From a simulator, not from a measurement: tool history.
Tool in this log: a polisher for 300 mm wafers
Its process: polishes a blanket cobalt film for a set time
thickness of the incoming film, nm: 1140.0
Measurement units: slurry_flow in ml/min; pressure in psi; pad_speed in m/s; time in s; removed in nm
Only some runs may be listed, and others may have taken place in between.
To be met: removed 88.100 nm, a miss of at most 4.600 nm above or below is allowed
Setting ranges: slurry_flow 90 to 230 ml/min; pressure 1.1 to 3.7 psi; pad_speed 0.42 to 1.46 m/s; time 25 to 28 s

run  hour  slurry_flow  pressure  pad_speed  time  removed
  1   0.0          150       2.4       0.94    28  144.810
  2   1.4          150       2.4       1.14    28  173.750
  3   9.1          150       2.4       1.30    28  194.660
  4  14.3          150       2.9       1.30    28  234.750
  5  19.9          150       2.4       1.20    27  176.590
  6  27.9          170       2.4       1.20    27  182.710
  7  35.1          170       2.4       1.20    27  181.770
     36.1  -- head pressure recalibrated
  8  36.1          165       2.1       1.14    27  171.670
  9  39.8          155       1.9       1.00    26  130.740
 10  47.0          150       1.7       0.96    26  114.110
 11  49.0          150       1.7       0.96    26  112.870

Pick the move, out of 5, that brings all results within their allowed miss; only one does.
  A  51.0          155       1.3       0.82    25        ?
  B  51.0          105       1.6       0.76    25        ?
  C  51.0          140       1.4       0.80    25        ?
  D  51.0          150       1.1       0.82    28        ?
  E  51.0          135       1.6       0.82    25        ?

move  removed
   A   77.822
   B   78.236
   C   78.923
   D   76.605
   E   89.058
A: moves the result that the last run missed by most past its target, out the other side
B: moves the result that the last run missed by most past its target, out the other side
C: moves the result that the last run missed by most past its target, out the other side
D: moves the result that the last run missed by most past its target, out the other side
E: all results land within tolerance of their targets
Answer: E

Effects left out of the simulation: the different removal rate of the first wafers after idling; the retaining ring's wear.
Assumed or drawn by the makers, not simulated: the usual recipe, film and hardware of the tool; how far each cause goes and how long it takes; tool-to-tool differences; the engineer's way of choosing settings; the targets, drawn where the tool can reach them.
